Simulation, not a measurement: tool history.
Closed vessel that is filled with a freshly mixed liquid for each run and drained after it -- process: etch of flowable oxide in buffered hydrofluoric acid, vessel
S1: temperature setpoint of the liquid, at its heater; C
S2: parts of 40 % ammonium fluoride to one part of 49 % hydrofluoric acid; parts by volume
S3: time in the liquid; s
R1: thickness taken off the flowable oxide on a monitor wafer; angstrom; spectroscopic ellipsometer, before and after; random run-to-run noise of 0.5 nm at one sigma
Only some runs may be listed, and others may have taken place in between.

run,day,S1,S2,S3,R1
1,0.000,25.0,11.0,85,2997.0
2,0.279,22.0,11.0,85,2533.8
3,0.479,19.5,11.0,85,2193.7
4,0.571,22.0,11.0,85,2533.6
5,0.804,22.0,9.5,85,2895.5
6,0.858,20.5,10.5,85,2438.9
7,1.075,19.5,11.5,85,2101.8
8,1.250,18.5,12.0,85,1895.6

What does the tool deliver on the next run?
# day 1.442: thermometer replaced
9,1.442,18.0,12.0,85,?

Run 9 measured R1 2054.1 angstrom.
